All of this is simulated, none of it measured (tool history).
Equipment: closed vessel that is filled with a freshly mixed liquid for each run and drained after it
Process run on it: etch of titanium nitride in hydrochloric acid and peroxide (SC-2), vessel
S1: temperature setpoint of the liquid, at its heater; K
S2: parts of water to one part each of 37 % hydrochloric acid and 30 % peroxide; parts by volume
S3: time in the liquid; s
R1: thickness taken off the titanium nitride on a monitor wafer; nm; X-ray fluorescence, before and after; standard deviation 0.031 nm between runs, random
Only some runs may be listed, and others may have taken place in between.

run	hour	S1	S2	S3	R1
1	0	333.15	11	140	8.0713
2	2.1	333.15	8.5	140	9.9092
3	4.8	333.15	8.5	105	7.3696
4	11.2	333.15	8.5	140	9.9807
5	17.7	330.15	8.5	140	8.2899
6	24.3	327.65	9	140	6.6527
7	31.2	325.65	9	140	5.8167
8	33.2	324.15	9	140	5.3849
9	42.1	323.15	9	140	4.9695

Run 10 has not been measured yet. What should we expect?
10	43.1	322.15	9	140	?

R1: 4.6545 nm

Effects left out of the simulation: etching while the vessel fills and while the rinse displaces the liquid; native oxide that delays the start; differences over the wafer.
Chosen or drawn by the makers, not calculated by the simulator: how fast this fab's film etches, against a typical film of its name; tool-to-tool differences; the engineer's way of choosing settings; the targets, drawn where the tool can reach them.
